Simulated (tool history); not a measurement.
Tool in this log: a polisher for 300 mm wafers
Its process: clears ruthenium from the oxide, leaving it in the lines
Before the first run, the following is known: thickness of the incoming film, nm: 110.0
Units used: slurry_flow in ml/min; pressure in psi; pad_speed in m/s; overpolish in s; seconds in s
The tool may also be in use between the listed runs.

run 1 day=0 | slurry_flow=165 pressure=1.8 pad_speed=1.04 overpolish=7 | seconds=108.14
run 2 day=0.271 | slurry_flow=165 pressure=2 pad_speed=1.04 overpolish=7 | seconds=101.54
run 3 day=0.425 | slurry_flow=165 pressure=2 pad_speed=1.04 overpolish=7 | seconds=95.737
run 4 day=0.796 | slurry_flow=205 pressure=2 pad_speed=1.04 overpolish=7 | seconds=95.302
run 5 day=1.079 | slurry_flow=205 pressure=1.8 pad_speed=1.04 overpolish=7 | seconds=106.04
run 6 day=1.421 | slurry_flow=205 pressure=1.7 pad_speed=1.02 overpolish=7 | seconds=111.09
run 7 day=1.658 | slurry_flow=205 pressure=1.6 pad_speed=1 overpolish=7 | seconds=121.21
run 8 day=1.967 | slurry_flow=205 pressure=1.5 pad_speed=1 overpolish=7 | seconds=129.58
run 9 day=2.075 | slurry_flow=205 pressure=1.4 pad_speed=1 overpolish=7 | seconds=132.84
run 10 day=2.325 | slurry_flow=205 pressure=1.3 pad_speed=0.98 overpolish=7 | seconds=149.65

Run 11 has not been measured yet. What should we expect?
-- day=2.683 head pressure recalibrated
run 11 day=2.683 | slurry_flow=200 pressure=0.9 pad_speed=0.96 overpolish=7 | seconds=?

{"run 11": {"seconds": 241.19}}
